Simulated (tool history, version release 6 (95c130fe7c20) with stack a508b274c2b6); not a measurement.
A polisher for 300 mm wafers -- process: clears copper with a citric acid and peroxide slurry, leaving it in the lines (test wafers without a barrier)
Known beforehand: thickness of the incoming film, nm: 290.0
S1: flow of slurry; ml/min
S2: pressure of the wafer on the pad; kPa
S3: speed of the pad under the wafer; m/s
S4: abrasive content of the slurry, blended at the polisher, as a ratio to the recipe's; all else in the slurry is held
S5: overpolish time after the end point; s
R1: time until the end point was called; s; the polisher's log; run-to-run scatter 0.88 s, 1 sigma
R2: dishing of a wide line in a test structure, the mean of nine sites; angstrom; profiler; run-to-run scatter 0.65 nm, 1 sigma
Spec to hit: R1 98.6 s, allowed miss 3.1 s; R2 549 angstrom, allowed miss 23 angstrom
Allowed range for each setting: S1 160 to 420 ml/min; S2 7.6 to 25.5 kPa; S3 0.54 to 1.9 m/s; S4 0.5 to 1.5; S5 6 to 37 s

{"run": 1, "hour": 0.0, "S1": 270, "S2": 16.5, "S3": 1.22, "S4": 1, "S5": 19, "R1": 122.96, "R2": 322.23}
{"run": 2, "hour": 2.9, "S1": 270, "S2": 16.5, "S3": 1.22, "S4": 1.1, "S5": 19, "R1": 119.55, "R2": 320.79}
{"run": 3, "hour": 9.5, "S1": 270, "S2": 16.5, "S3": 1.22, "S4": 1, "S5": 19, "R1": 123.68, "R2": 316.54}
{"run": 4, "hour": 10.5, "S1": 270, "S2": 16.5, "S3": 1.22, "S4": 1, "S5": 14, "R1": 122.43, "R2": 236.18}
{"run": 5, "hour": 15.7, "S1": 270, "S2": 15.2, "S3": 1.22, "S4": 1, "S5": 14, "R1": 134.02, "R2": 219.75}
{"run": 6, "hour": 18.9, "S1": 265, "S2": 15.9, "S3": 1.22, "S4": 0.95, "S5": 16, "R1": 131.09, "R2": 259.41}
{"run": 7, "hour": 22.8, "S1": 215, "S2": 20, "S3": 1.2, "S4": 0.7, "S5": 24, "R1": 113.61, "R2": 413.02}
{"run": 8, "hour": 24.3, "S1": 220, "S2": 20, "S3": 1.2, "S4": 0.7, "S5": 24, "R1": 112.75, "R2": 416.26}
{"run": 9, "hour": 26.9, "S1": 225, "S2": 20, "S3": 1.2, "S4": 0.7, "S5": 24, "R1": 112.58, "R2": 419.62}
{"run": 10, "hour": 34.3, "S1": 235, "S2": 20, "S3": 1.2, "S4": 0.7, "S5": 24, "R1": 113.25, "R2": 408.82}
{"run": 11, "hour": 36.1, "S1": 235, "S2": 20, "S3": 1.2, "S4": 0.7, "S5": 25, "R1": 111.53, "R2": 429.48}
{"run": 12, "hour": 39.8, "S1": 235, "S2": 20, "S3": 1.2, "S4": 0.7, "S5": 25, "R1": 114.01, "R2": 436.77}
{"run": 13, "hour": 41.2, "S1": 235, "S2": 20.7, "S3": 1.2, "S4": 0.7, "S5": 25, "R1": 108.06, "R2": 440.59}
{"run": 14, "hour": 44.8, "S1": 230, "S2": 20.7, "S3": 1.2, "S4": 0.7, "S5": 25, "R1": 109.04, "R2": 446.35}
{"run": 15, "hour": 49.1, "S1": 230, "S2": 21.4, "S3": 1.2, "S4": 0.75, "S5": 26, "R1": 106.66, "R2": 471.4}
{"run": 16, "hour": 50.3, "S1": 240, "S2": 23.4, "S3": 1.2, "S4": 0.75, "S5": 28, "R1": 95.357, "R2": 549.96}

Pick the move, out of 4, that brings all results within their allowed miss; only one does.
{"run": "A", "hour": 51.5, "S1": 240, "S2": 24.1, "S3": 1.06, "S4": 0.9, "S5": 32, "R1": "?", "R2": "?"}
{"run": "B", "hour": 51.5, "S1": 260, "S2": 24.8, "S3": 1.18, "S4": 0.75, "S5": 27, "R1": "?", "R2": "?"}
{"run": "C", "hour": 51.5, "S1": 250, "S2": 20, "S3": 1.38, "S4": 0.75, "S5": 29, "R1": "?", "R2": "?"}
{"run": "D", "hour": 51.5, "S1": 280, "S2": 25.5, "S3": 1.16, "S4": 0.75, "S5": 26, "R1": "?", "R2": "?"}

move=A R1=100.59 R2=596.16
move=B R1=90.967 R2=565.66
move=C R1=98.014 R2=554.05
move=D R1=89.239 R2=558.53
A: puts the biggest miss on target and leaves a different result outside tolerance
B: the biggest miss grows against the last run
C: all results in spec
D: the biggest miss grows against the last run
C meets every target.
